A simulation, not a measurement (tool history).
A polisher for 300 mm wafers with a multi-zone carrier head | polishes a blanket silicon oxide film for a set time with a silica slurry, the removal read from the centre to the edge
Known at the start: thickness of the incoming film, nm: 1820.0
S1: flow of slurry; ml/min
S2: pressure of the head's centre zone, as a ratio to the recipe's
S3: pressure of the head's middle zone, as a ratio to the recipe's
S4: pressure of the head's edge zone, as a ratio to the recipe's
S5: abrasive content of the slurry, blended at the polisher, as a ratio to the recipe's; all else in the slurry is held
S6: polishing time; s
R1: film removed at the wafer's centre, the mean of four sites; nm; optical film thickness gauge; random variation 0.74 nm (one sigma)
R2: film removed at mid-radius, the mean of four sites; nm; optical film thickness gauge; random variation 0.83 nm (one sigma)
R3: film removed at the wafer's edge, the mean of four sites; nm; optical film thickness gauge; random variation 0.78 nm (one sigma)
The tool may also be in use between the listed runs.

{"run": 1, "day": 0.0, "S1": 300, "S2": 1.0, "S3": 1.0, "S4": 1.0, "S5": 1.0, "S6": 62, "R1": 156.85, "R2": 156.46, "R3": 156.87}
{"run": 2, "day": 0.367, "S1": 290, "S2": 0.97, "S3": 0.99, "S4": 0.96, "S5": 0.95, "S6": 62, "R1": 152.64, "R2": 153.76, "R3": 153.22}
{"run": 3, "day": 0.654, "S1": 290, "S2": 0.94, "S3": 0.99, "S4": 0.94, "S5": 0.85, "S6": 62, "R1": 137.29, "R2": 144.72, "R3": 144.08}
{"run": 4, "day": 0.962, "S1": 290, "S2": 0.94, "S3": 0.99, "S4": 0.94, "S5": 1.05, "S6": 62, "R1": 152.91, "R2": 159.16, "R3": 160.41}
{"run": 5, "day": 1.062, "S1": 290, "S2": 0.93, "S3": 0.99, "S4": 0.92, "S5": 0.95, "S6": 62, "R1": 143.4, "R2": 152.68, "R3": 152.11}
{"run": 6, "day": 1.154, "S1": 230, "S2": 0.93, "S3": 0.99, "S4": 0.92, "S5": 0.95, "S6": 62, "R1": 140.58, "R2": 149.91, "R3": 149.75}
{"run": 7, "day": 1.279, "S1": 235, "S2": 0.93, "S3": 0.99, "S4": 0.91, "S5": 0.9, "S6": 62, "R1": 137.49, "R2": 147.76, "R3": 145.15}
{"run": 8, "day": 1.412, "S1": 230, "S2": 0.92, "S3": 0.98, "S4": 0.89, "S5": 0.85, "S6": 62, "R1": 130.36, "R2": 142.52, "R3": 140.06}
{"run": 9, "day": 1.679, "S1": 230, "S2": 0.92, "S3": 0.97, "S4": 0.87, "S5": 0.8, "S6": 62, "R1": 128.89, "R2": 135.51, "R3": 134.05}
{"run": 10, "day": 1.829, "S1": 225, "S2": 0.91, "S3": 0.97, "S4": 0.86, "S5": 0.8, "S6": 62, "R1": 125.72, "R2": 136.04, "R3": 132.52}
{"run": 11, "day": 2.1, "S1": 220, "S2": 0.9, "S3": 0.96, "S4": 0.85, "S5": 0.8, "S6": 62, "R1": 125.24, "R2": 134.29, "R3": 133.79}
{"run": 12, "day": 2.279, "S1": 220, "S2": 0.9, "S3": 0.96, "S4": 0.85, "S5": 0.8, "S6": 62, "R1": 125.52, "R2": 133.53, "R3": 134.43}
{"run": 13, "day": 2.308, "S1": 215, "S2": 0.9, "S3": 0.96, "S4": 0.84, "S5": 0.8, "S6": 62, "R1": 126.48, "R2": 136.58, "R3": 133.88}

Run 14 comes next. What will it give?
{"run": 14, "day": 2.392, "S1": 215, "S2": 0.9, "S3": 0.96, "S4": 0.83, "S5": 0.8, "S6": 62, "R1": "?", "R2": "?", "R3": "?"}

R1: 124.86 nm
R2: 134.52 nm
R3: 131.78 nm
